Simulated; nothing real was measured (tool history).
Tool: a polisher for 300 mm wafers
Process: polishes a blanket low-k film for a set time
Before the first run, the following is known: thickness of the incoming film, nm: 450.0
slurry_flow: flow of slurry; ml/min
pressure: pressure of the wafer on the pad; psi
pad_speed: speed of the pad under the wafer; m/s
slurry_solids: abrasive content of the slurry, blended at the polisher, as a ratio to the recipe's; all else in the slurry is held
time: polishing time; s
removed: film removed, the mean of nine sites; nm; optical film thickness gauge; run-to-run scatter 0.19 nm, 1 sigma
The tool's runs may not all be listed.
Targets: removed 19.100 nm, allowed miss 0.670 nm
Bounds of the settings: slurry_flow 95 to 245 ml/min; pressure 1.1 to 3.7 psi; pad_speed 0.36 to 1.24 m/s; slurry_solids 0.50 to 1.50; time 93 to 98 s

| run | day | slurry_flow | pressure | pad_speed | slurry_solids | time | removed |
|---|---|---|---|---|---|---|---|
| 1 | 0.000 | 155 | 2.4 | 0.80 | 1.00 | 93 | 36.839 |
| 2 | 0.096 | 170 | 2.4 | 0.80 | 1.00 | 93 | 37.258 |
| 3 | 0.367 | 170 | 2.4 | 0.80 | 1.00 | 93 | 37.323 |
| 4 | 0.446 | 170 | 2.2 | 0.78 | 1.00 | 93 | 34.661 |
| 5 | 0.721 | 165 | 2.1 | 0.76 | 1.00 | 93 | 32.780 |
| 6 | 0.783 | 165 | 1.6 | 0.76 | 1.00 | 93 | 27.480 |
| 7 | 1.138 | 165 | 1.5 | 0.74 | 1.00 | 93 | 26.266 |
| 8 | 1.442 | 165 | 1.5 | 0.72 | 1.00 | 93 | 25.632 |
| 9 | 1.512 | 165 | 1.5 | 0.70 | 1.00 | 93 | 24.993 |
| 10 | 1.629 | 165 | 1.5 | 0.68 | 1.00 | 93 | 24.444 |
| 11 | 1.733 | 165 | 1.5 | 0.66 | 1.00 | 93 | 23.460 |
| 12 | 1.929 | 155 | 1.3 | 0.64 | 1.00 | 93 | 20.798 |
| 13 | 2.150 | 150 | 1.3 | 0.64 | 1.00 | 93 | 21.191 |
| 14 | 2.521 | 145 | 1.3 | 0.64 | 1.00 | 93 | 20.342 |

4 candidate next runs follow, results not yet known. Just one meets every target within its allowed miss. Identify it.
| A | 2.892 | 145 | 1.2 | 0.72 | 0.75 | 95 | ? |
| B | 2.892 | 165 | 1.2 | 0.62 | 1.15 | 93 | ? |
| C | 2.892 | 115 | 1.1 | 0.70 | 0.85 | 96 | ? |
| D | 2.892 | 185 | 1.5 | 0.54 | 0.95 | 98 | ? |

| move | removed |
|---|---|
| A | 20.366 |
| B | 20.826 |
| C | 19.223 |
| D | 21.273 |
A: just as far off the targets as the last run
B: misses by more than the last run did
C: all results land within tolerance of their targets
D: misses by more than the last run did
C meets every target.
